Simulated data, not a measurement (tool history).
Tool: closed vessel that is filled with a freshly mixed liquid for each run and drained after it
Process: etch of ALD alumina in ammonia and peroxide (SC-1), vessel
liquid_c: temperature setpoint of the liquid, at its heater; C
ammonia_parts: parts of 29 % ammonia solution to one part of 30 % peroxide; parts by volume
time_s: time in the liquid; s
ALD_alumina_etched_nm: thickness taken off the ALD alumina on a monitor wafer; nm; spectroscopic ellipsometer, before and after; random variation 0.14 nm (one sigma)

run 1 hour=0.0 | liquid_c=50.0 ammonia_parts=0.45 time_s=715 | ALD_alumina_etched_nm=43.845
run 2 hour=3.0 | liquid_c=49.5 ammonia_parts=0.45 time_s=715 | ALD_alumina_etched_nm=42.777
run 3 hour=6.1 | liquid_c=56.0 ammonia_parts=0.45 time_s=715 | ALD_alumina_etched_nm=60.561
run 4 hour=13.3 | liquid_c=51.0 ammonia_parts=0.45 time_s=715 | ALD_alumina_etched_nm=46.162
run 5 hour=14.8 | liquid_c=51.0 ammonia_parts=0.55 time_s=715 | ALD_alumina_etched_nm=46.958
run 6 hour=21.9 | liquid_c=51.0 ammonia_parts=0.55 time_s=765 | ALD_alumina_etched_nm=50.540
run 7 hour=23.5 | liquid_c=51.0 ammonia_parts=0.55 time_s=765 | ALD_alumina_etched_nm=50.442
run 8 hour=25.2 | liquid_c=49.5 ammonia_parts=0.55 time_s=765 | ALD_alumina_etched_nm=46.821
run 9 hour=30.0 | liquid_c=48.5 ammonia_parts=0.55 time_s=765 | ALD_alumina_etched_nm=44.073
run 10 hour=31.6 | liquid_c=48.0 ammonia_parts=0.55 time_s=765 | ALD_alumina_etched_nm=42.626

Run 11 comes next. What will it give?
run 11 hour=35.1 | liquid_c=46.0 ammonia_parts=0.55 time_s=765 | ALD_alumina_etched_nm=?

Run 11 gave ALD_alumina_etched_nm 38.076 nm.
